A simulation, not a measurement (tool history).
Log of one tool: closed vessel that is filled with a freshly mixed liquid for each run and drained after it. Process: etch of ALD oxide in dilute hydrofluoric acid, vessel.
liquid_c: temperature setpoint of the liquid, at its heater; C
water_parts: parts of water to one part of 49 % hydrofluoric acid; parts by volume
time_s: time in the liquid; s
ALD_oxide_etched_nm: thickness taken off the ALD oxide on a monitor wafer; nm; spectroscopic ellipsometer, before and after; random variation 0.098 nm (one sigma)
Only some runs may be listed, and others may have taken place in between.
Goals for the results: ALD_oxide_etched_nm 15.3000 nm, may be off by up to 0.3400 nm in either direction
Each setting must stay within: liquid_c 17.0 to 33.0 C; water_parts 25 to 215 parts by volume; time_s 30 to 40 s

run    day  liquid_c  water_parts  time_s  ALD_oxide_etched_nm
  1  0.000      25.0          120      40               6.6074
  2  0.375      25.0          120      30               4.9108
  3  0.700      26.0          110      30               5.6569
  4  0.983      27.0          100      30               6.5304
  5  1.192      30.5          100      30               7.4292
  6  1.500      28.5          100      30               6.9771
  7  1.850      29.0           90      30               7.9655
  8  1.967      29.5           85      30               8.7401
  9  2.038      30.0           80      30               9.4163
 10  2.112      30.5           75      30              10.4380
 11  2.383      33.0           45      30              19.9730
 12  2.621      32.5           45      30              19.6610
 13  2.658      32.0           45      30              19.1890
 14  2.988      31.0           45      30              18.3190

Exercise: of the 5 proposed moves below, exactly one satisfies all targets within the stated allowed misses. Which move is it?
  A  3.317      31.5           75      40                    ?
  B  3.317      30.5           55      30                    ?
  C  3.317      30.5           50      30                    ?
  D  3.317      32.5           65      35                    ?
  E  3.317      30.0           35      30                    ?

move  ALD_oxide_etched_nm
   A              14.3330
   B              14.5470
   C              16.1260
   D              15.2650
   E              23.1230
A: takes the biggest miss from the last run beyond its target
B: takes the biggest miss from the last run beyond its target
C: moves toward the targets from the last run without getting all of them in spec
D: each result inside its tolerance
E: moves away from the targets compared with the last run
The move that meets every target is D.

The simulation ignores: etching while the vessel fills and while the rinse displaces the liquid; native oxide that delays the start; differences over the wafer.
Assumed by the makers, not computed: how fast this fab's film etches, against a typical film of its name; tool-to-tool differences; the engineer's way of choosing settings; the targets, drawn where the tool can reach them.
